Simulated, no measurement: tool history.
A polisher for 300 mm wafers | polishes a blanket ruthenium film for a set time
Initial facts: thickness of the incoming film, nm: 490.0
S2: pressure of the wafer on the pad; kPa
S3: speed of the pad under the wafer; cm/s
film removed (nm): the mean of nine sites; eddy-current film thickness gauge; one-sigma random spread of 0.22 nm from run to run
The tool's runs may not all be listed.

run 1 day=0 | flow_of_slurry_(ml/min)=235 S2=13.1 S3=114 polishing_time_(s)=36 | film_removed_(nm)=41.895
run 2 day=0.088 | flow_of_slurry_(ml/min)=235 S2=11 S3=114 polishing_time_(s)=36 | film_removed_(nm)=35.595
run 3 day=0.358 | flow_of_slurry_(ml/min)=235 S2=10.3 S3=110 polishing_time_(s)=36 | film_removed_(nm)=33.159
run 4 day=0.388 | flow_of_slurry_(ml/min)=235 S2=9.7 S3=104 polishing_time_(s)=36 | film_removed_(nm)=29.115
run 5 day=0.658 | flow_of_slurry_(ml/min)=235 S2=9 S3=102 polishing_time_(s)=36 | film_removed_(nm)=26.349
run 6 day=0.888 | flow_of_slurry_(ml/min)=235 S2=8.3 S3=100 polishing_time_(s)=36 | film_removed_(nm)=24.376
run 7 day=1.054 | flow_of_slurry_(ml/min)=235 S2=7.6 S3=98 polishing_time_(s)=36 | film_removed_(nm)=21.838
run 8 day=1.417 | flow_of_slurry_(ml/min)=235 S2=6.9 S3=96 polishing_time_(s)=36 | film_removed_(nm)=19.365
run 9 day=1.525 | flow_of_slurry_(ml/min)=235 S2=6.2 S3=96 polishing_time_(s)=36 | film_removed_(nm)=17.606

For run 10, what comes out?
run 10 day=1.642 | flow_of_slurry_(ml/min)=235 S2=6.9 S3=96 polishing_time_(s)=36 | film_removed_(nm)=?

{"run 10": {"film removed (nm)": 19.161}}

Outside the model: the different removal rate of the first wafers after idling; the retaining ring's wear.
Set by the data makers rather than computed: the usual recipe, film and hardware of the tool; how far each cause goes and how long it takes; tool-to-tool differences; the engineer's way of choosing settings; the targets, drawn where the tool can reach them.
